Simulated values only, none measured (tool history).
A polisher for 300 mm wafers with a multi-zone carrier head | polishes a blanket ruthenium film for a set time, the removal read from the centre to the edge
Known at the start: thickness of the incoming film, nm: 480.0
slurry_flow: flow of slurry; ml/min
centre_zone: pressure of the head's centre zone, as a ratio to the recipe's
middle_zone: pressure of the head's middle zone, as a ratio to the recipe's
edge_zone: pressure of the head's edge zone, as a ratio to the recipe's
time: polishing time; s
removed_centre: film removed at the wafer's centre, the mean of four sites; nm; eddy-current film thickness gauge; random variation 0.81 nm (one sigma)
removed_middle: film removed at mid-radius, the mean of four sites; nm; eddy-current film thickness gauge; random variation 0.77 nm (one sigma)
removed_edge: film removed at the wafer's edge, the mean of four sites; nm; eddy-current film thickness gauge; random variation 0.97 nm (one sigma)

run  hour  slurry_flow  centre_zone  middle_zone  edge_zone  time  removed_centre  removed_middle  removed_edge
  1   0.0          240         1.00         1.00       1.00    54          61.902          61.215        63.517
  2   1.2          240         1.06         1.00       1.00    54          65.512          60.626        63.086
  3   2.3          240         1.06         1.00       1.02    55          66.827          61.506        65.724
  4   3.0          245         1.06         1.01       1.04    56          68.659          64.058        66.843
  5   9.4          245         1.05         1.01       1.05    57          68.814          64.450        68.093
  6  13.1          245         1.05         0.97       1.05    57          69.430          61.941        68.279
  7  17.1          245         1.04         0.97       1.06    58          69.437          63.863        70.456

Run 8 comes next. What will it give?
     21.6  -- worn pad replaced by a new one
  8  21.6          245         1.04         0.97       1.07    59               ?               ?             ?

removed_centre: 80.561 nm
removed_middle: 71.904 nm
removed_edge: 79.762 nm
